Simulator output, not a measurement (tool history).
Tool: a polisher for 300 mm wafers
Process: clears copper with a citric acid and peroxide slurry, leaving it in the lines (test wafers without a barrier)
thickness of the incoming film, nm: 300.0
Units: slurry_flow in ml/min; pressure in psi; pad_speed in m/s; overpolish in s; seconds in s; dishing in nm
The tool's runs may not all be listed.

run 1 hour=0 | slurry_flow=180 pressure=3.4 pad_speed=1.1 slurry_solids=1 overpolish=29 | seconds=93.788 dishing=62.667
run 2 hour=5.2 | slurry_flow=180 pressure=3.4 pad_speed=1.1 slurry_solids=1 overpolish=38 | seconds=91.159 dishing=74.734
run 3 hour=13 | slurry_flow=180 pressure=3.4 pad_speed=0.82 slurry_solids=1 overpolish=38 | seconds=123.38 dishing=61.437
run 4 hour=18.4 | slurry_flow=180 pressure=3.5 pad_speed=0.84 slurry_solids=1 overpolish=31 | seconds=116.38 dishing=53.753
run 5 hour=19.5 | slurry_flow=180 pressure=3.6 pad_speed=0.84 slurry_solids=1 overpolish=27 | seconds=112.78 dishing=48.003
run 6 hour=27.3 | slurry_flow=180 pressure=3.6 pad_speed=1.1 slurry_solids=1 overpolish=27 | seconds=87.949 dishing=58.519
run 7 hour=28 | slurry_flow=180 pressure=3.5 pad_speed=1.08 slurry_solids=1 overpolish=24 | seconds=91.224 dishing=51.992
run 8 hour=30.8 | slurry_flow=180 pressure=3.3 pad_speed=1.08 slurry_solids=1 overpolish=23 | seconds=97.547 dishing=48.297

Forecast run 9:
run 9 hour=31.4 | slurry_flow=180 pressure=3.2 pad_speed=1.08 slurry_solids=1 overpolish=22 | seconds=? dishing=?

Run 9 gave seconds 102.05 s, dishing 46.531 nm.
